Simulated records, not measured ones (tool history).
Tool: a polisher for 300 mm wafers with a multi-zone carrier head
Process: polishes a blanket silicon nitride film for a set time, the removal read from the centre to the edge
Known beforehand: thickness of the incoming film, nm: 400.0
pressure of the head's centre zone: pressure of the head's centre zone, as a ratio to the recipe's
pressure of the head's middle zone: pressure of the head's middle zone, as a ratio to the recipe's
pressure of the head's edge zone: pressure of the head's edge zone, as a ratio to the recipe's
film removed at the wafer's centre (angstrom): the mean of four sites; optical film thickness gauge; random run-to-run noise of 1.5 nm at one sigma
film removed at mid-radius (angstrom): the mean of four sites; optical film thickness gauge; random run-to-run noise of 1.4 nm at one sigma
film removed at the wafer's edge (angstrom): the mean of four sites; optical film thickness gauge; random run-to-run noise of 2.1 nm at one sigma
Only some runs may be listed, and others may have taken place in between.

run,hour,flow of slurry (ml/min),pressure of the head's centre zone,pressure of the head's middle zone,pressure of the head's edge zone,polishing time (s),film removed at the wafer's centre (angstrom),film removed at mid-radius (angstrom),film removed at the wafer's edge (angstrom)
1,0.0,135,1.00,1.00,1.00,49,1681.2,1625.0,1566.9
2,0.5,145,1.00,0.98,1.05,51,1804.0,1684.5,1624.6
3,8.1,145,1.00,0.98,1.05,59,2060.5,1972.0,1889.4
4,8.9,130,1.00,0.95,1.07,61,2067.8,1935.4,1927.7
# hour 17.4: edge zone pressure recalibrated
5,17.4,120,0.99,0.92,1.09,63,2070.8,1885.7,2129.3
6,21.6,140,0.99,0.92,1.09,63,2132.4,1954.5,2164.1
7,24.7,135,0.99,0.92,1.09,63,2132.7,1964.5,2182.7
8,29.2,130,1.00,0.92,1.09,63,2091.3,1926.0,2166.5

Expected results for the next run?
9,34.5,130,1.01,0.92,1.08,63,?,?,?

Run 9 gave film removed at the wafer's centre (angstrom) 2157.1, film removed at mid-radius (angstrom) 1957.5, film removed at the wafer's edge (angstrom) 2147.4.

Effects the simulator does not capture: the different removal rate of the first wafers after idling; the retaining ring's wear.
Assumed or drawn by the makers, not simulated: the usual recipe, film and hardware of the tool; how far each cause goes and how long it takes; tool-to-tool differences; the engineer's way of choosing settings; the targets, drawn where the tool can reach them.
